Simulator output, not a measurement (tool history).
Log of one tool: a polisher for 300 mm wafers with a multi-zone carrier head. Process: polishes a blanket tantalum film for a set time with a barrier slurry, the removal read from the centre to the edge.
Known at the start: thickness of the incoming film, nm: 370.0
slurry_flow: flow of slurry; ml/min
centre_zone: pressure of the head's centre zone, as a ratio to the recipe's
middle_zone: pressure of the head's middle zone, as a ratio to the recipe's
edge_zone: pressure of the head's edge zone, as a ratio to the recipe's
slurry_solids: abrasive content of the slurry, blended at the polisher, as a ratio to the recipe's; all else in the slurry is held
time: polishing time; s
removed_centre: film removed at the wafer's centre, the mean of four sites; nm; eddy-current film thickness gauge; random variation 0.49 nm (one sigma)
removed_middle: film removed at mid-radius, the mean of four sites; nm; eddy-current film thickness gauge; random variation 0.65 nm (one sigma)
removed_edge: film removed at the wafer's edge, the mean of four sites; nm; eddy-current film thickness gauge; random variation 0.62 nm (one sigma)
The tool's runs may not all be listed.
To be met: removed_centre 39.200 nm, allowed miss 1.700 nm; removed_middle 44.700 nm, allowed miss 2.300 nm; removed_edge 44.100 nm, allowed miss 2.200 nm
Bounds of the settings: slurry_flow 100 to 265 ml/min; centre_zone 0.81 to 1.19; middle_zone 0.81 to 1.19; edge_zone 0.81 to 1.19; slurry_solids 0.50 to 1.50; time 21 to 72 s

Run 1, day 0.000: slurry_flow 170 ml/min, centre_zone 1.00, middle_zone 1.00, edge_zone 1.00, slurry_solids 1.00, time 46 s. Result: removed_centre 61.067 nm, removed_middle 61.343 nm, removed_edge 59.724 nm.
Run 2, day 0.125: slurry_flow 165 ml/min, centre_zone 0.98, middle_zone 0.99, edge_zone 0.99, slurry_solids 0.95, time 45 s. Result: removed_centre 56.548 nm, removed_middle 58.043 nm, removed_edge 56.890 nm.
Run 3, day 0.196: slurry_flow 165 ml/min, centre_zone 0.97, middle_zone 0.98, edge_zone 0.98, slurry_solids 0.90, time 45 s. Result: removed_centre 56.040 nm, removed_middle 55.529 nm, removed_edge 55.652 nm.
Run 4, day 0.508: slurry_flow 160 ml/min, centre_zone 0.95, middle_zone 0.99, edge_zone 0.98, slurry_solids 0.85, time 45 s. Result: removed_centre 52.478 nm, removed_middle 55.351 nm, removed_edge 54.270 nm.
Run 5, day 0.583: slurry_flow 160 ml/min, centre_zone 0.98, middle_zone 0.99, edge_zone 0.98, slurry_solids 0.85, time 45 s. Result: removed_centre 54.139 nm, removed_middle 54.858 nm, removed_edge 54.856 nm.
Run 6, day 0.629: slurry_flow 160 ml/min, centre_zone 0.98, middle_zone 0.94, edge_zone 0.98, slurry_solids 0.85, time 45 s. Result: removed_centre 54.343 nm, removed_middle 53.134 nm, removed_edge 55.613 nm.
Run 7, day 0.671: slurry_flow 160 ml/min, centre_zone 0.96, middle_zone 0.94, edge_zone 0.97, slurry_solids 0.80, time 45 s. Result: removed_centre 53.272 nm, removed_middle 52.167 nm, removed_edge 53.985 nm.
Run 8, day 0.846: slurry_flow 155 ml/min, centre_zone 0.94, middle_zone 0.94, edge_zone 0.96, slurry_solids 0.75, time 45 s. Result: removed_centre 49.927 nm, removed_middle 50.036 nm, removed_edge 51.115 nm.
Run 9, day 1.096: slurry_flow 150 ml/min, centre_zone 0.92, middle_zone 0.94, edge_zone 0.96, slurry_solids 0.75, time 45 s. Result: removed_centre 48.046 nm, removed_middle 50.330 nm, removed_edge 52.116 nm.
Run 10, day 1.246: slurry_flow 150 ml/min, centre_zone 0.91, middle_zone 0.94, edge_zone 0.95, slurry_solids 0.70, time 45 s. Result: removed_centre 48.087 nm, removed_middle 48.100 nm, removed_edge 49.846 nm.
Run 11, day 1.333: slurry_flow 145 ml/min, centre_zone 0.90, middle_zone 0.95, edge_zone 0.95, slurry_solids 0.70, time 45 s. Result: removed_centre 46.478 nm, removed_middle 49.923 nm, removed_edge 48.453 nm.
Run 12, day 1.512: slurry_flow 120 ml/min, centre_zone 0.82, middle_zone 0.89, edge_zone 0.93, slurry_solids 0.50, time 44 s. Result: removed_centre 35.079 nm, removed_middle 39.368 nm, removed_edge 41.424 nm.
Run 13, day 1.850: slurry_flow 125 ml/min, centre_zone 0.82, middle_zone 0.90, edge_zone 0.93, slurry_solids 0.50, time 44 s. Result: removed_centre 35.446 nm, removed_middle 39.717 nm, removed_edge 42.340 nm.
Run 14, day 1.879: slurry_flow 130 ml/min, centre_zone 0.82, middle_zone 0.91, edge_zone 0.93, slurry_solids 0.50, time 44 s. Result: removed_centre 35.645 nm, removed_middle 39.918 nm, removed_edge 42.506 nm.
Run 15, day 1.954: slurry_flow 130 ml/min, centre_zone 0.82, middle_zone 0.92, edge_zone 0.93, slurry_solids 0.50, time 44 s. Result: removed_centre 36.251 nm, removed_middle 40.616 nm, removed_edge 41.429 nm.
Run 16, day 2.158: slurry_flow 160 ml/min, centre_zone 0.83, middle_zone 0.96, edge_zone 0.98, slurry_solids 0.60, time 44 s. Result: removed_centre 40.031 nm, removed_middle 47.678 nm, removed_edge 47.314 nm.
Run 17, day 2.233: slurry_flow 160 ml/min, centre_zone 0.83, middle_zone 0.96, edge_zone 0.98, slurry_solids 0.60, time 44 s. Result: removed_centre 40.562 nm, removed_middle 47.235 nm, removed_edge 45.823 nm.
Run 18, day 2.562: slurry_flow 150 ml/min, centre_zone 0.83, middle_zone 0.95, edge_zone 0.96, slurry_solids 0.60, time 44 s. Result: removed_centre 39.459 nm, removed_middle 45.855 nm, removed_edge 47.218 nm.

Which of these 5 next moves meets every target?
Run A, day 2.892: slurry_flow 100 ml/min, centre_zone 0.88, middle_zone 0.99, edge_zone 0.98, slurry_solids 0.55, time 45 s. Result: removed_centre ?, removed_middle ?, removed_edge ?.
Run B, day 2.892: slurry_flow 120 ml/min, centre_zone 0.85, middle_zone 0.88, edge_zone 1.01, slurry_solids 0.85, time 41 s. Result: removed_centre ?, removed_middle ?, removed_edge ?.
Run C, day 2.892: slurry_flow 150 ml/min, centre_zone 0.82, middle_zone 0.90, edge_zone 1.02, slurry_solids 0.75, time 42 s. Result: removed_centre ?, removed_middle ?, removed_edge ?.
Run D, day 2.892: slurry_flow 150 ml/min, centre_zone 0.83, middle_zone 0.92, edge_zone 0.98, slurry_solids 0.65, time 44 s. Result: removed_centre ?, removed_middle ?, removed_edge ?.
Run E, day 2.892: slurry_flow 100 ml/min, centre_zone 0.88, middle_zone 1.11, edge_zone 0.98, slurry_solids 0.75, time 41 s. Result: removed_centre ?, removed_middle ?, removed_edge ?.

move  removed_centre  removed_middle  removed_edge
   A          38.276          43.916        44.852
   B          40.596          43.551        49.370
   C          40.171          45.304        50.110
   D          40.579          46.034        49.026
   E          38.985          49.259        45.572
A: meets every target
B: further off than the last run
C: further off than the last run
D: further off than the last run
E: brings the result that was furthest off to its target, and leaves another outside
The right move is A.

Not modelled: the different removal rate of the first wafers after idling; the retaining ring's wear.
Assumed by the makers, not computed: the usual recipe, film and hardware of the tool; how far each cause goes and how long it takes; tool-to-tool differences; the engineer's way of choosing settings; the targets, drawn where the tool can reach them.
